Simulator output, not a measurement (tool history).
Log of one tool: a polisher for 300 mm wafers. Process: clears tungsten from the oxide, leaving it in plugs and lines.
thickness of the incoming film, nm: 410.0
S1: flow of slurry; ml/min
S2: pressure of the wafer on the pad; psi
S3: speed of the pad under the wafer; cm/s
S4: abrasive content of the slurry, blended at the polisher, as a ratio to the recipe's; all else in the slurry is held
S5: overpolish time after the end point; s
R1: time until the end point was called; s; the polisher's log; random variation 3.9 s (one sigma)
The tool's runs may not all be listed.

run,day,S1,S2,S3,S4,S5,R1
1,0,205,2.6,110,1,3,122.85
2,0.225,205,2.6,110,1.2,3,116.09
3,0.35,205,2.6,110,1.4,3,112.17
4,0.375,205,2.2,100,1.4,3,144.58
5,0.608,205,2.2,126,1.4,3,114.55
6,0.942,205,2.2,114,1.4,3,129.54
7,1.096,205,1.9,104,1.4,3,156.88
8,1.188,205,1.7,96,1.4,3,191.25

Run 9 comes next. What will it give?
9,1.55,205,1.6,92,1.4,3,?

Run 9 gave R1 214.07 s.
